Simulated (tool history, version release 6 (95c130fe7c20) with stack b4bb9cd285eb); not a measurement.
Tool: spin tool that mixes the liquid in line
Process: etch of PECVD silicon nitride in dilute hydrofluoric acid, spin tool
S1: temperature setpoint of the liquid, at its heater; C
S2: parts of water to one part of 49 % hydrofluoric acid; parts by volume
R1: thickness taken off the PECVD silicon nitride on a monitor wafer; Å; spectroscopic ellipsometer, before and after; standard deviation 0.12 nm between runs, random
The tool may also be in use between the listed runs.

{"run": 1, "hour": 0.0, "S1": 20.0, "S2": 125, "time under the liquid (s)": 295, "R1": 73.79}
{"run": 2, "hour": 5.6, "S1": 22.0, "S2": 125, "time under the liquid (s)": 295, "R1": 85.277}
{"run": 3, "hour": 12.7, "S1": 23.5, "S2": 125, "time under the liquid (s)": 295, "R1": 95.335}
{"run": 4, "hour": 19.5, "S1": 23.5, "S2": 125, "time under the liquid (s)": 295, "R1": 95.836}
{"run": 5, "hour": 22.6, "S1": 23.5, "S2": 170, "time under the liquid (s)": 295, "R1": 68.621}
{"hour": 31.1, "done": "hydrofluoric acid flow meter replaced"}
{"run": 6, "hour": 31.1, "S1": 24.5, "S2": 160, "time under the liquid (s)": 295, "R1": 71.92}
{"run": 7, "hour": 39.6, "S1": 25.5, "S2": 145, "time under the liquid (s)": 295, "R1": 84.603}

Expected results for the next run?
{"run": 8, "hour": 41.4, "S1": 28.0, "S2": 110, "time under the liquid (s)": 295, "R1": "?"}

{"run 8": {"R1": 131.99}}
